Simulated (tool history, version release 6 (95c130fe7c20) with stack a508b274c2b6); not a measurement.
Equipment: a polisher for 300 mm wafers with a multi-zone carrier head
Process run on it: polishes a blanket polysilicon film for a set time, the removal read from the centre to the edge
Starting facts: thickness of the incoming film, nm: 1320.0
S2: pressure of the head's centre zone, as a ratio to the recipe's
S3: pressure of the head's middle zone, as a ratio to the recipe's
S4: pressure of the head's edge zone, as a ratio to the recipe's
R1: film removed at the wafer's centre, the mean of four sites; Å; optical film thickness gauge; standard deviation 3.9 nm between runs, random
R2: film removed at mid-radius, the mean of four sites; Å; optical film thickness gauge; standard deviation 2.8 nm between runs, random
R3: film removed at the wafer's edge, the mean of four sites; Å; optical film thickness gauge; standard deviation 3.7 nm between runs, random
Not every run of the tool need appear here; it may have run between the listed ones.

Run 1, hour 0: flow of slurry (ml/min) 165, S2 1, S3 1, S4 1, polishing time (s) 60. Result: R1 2395.6 Å, R2 2383.4 Å, R3 2449.1 Å.
Run 2, hour 7.7: flow of slurry (ml/min) 165, S2 1, S3 1, S4 1, polishing time (s) 47. Result: R1 1889.6 Å, R2 1886.4 Å, R3 1964.5 Å.
Run 3, hour 16.4: flow of slurry (ml/min) 170, S2 0.97, S3 0.98, S4 1.05, polishing time (s) 58. Result: R1 2282 Å, R2 2286.7 Å, R3 2451.4 Å.
Run 4, hour 20.3: flow of slurry (ml/min) 170, S2 0.97, S3 0.98, S4 0.97, polishing time (s) 58. Result: R1 2245.3 Å, R2 2252.8 Å, R3 2355.4 Å.
Run 5, hour 28.9: flow of slurry (ml/min) 170, S2 0.97, S3 0.98, S4 0.97, polishing time (s) 72. Result: R1 2845.1 Å, R2 2843.6 Å, R3 2910.5 Å.
Run 6, hour 36: flow of slurry (ml/min) 180, S2 0.94, S3 0.96, S4 1.03, polishing time (s) 76. Result: R1 2955.4 Å, R2 2956 Å, R3 3191.8 Å.
At hour 40.4: worn pad replaced by a new one.
Run 7, hour 40.4: flow of slurry (ml/min) 180, S2 0.92, S3 0.95, S4 1.07, polishing time (s) 80. Result: R1 3287 Å, R2 3506 Å, R3 3820.7 Å.

Expected results for the next run?
Run 8, hour 48: flow of slurry (ml/min) 180, S2 0.92, S3 0.93, S4 1.1, polishing time (s) 80. Result: R1 ?, R2 ?, R3 ?.

R1: 3406 Å
R2: 3429.7 Å
R3: 3997.9 Å
